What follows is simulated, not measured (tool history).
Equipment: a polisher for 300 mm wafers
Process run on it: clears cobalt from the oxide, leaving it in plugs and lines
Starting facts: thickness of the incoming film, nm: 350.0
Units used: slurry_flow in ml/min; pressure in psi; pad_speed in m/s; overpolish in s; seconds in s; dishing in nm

run  hour  slurry_flow  pressure  pad_speed  overpolish  seconds  dishing
  1     0          130       1.9       1.06          27   78.363   34.551
  2   1.8          125       1.9       1.06          22   77.985   32.001
  3   4.5          115       1.9       1.06          18   81.111   31.618
  4  12.4          135       1.9       1.06          15   77.565   29.429
  5  16.6          110       1.9       1.06          15   79.868   29.107
  6  18.5          110       1.9       1.06           8   80.881    21.48
  7  19.5          115       1.9       1.06           8   82.066   21.124
  8  28.4          120       1.9       1.06           8   80.167   21.214

Expected results for the next run?
  9  37.3          125       1.9       1.06           8        ?        ?

{"run 9": {"seconds": 80.41, "dishing": 21.584}}
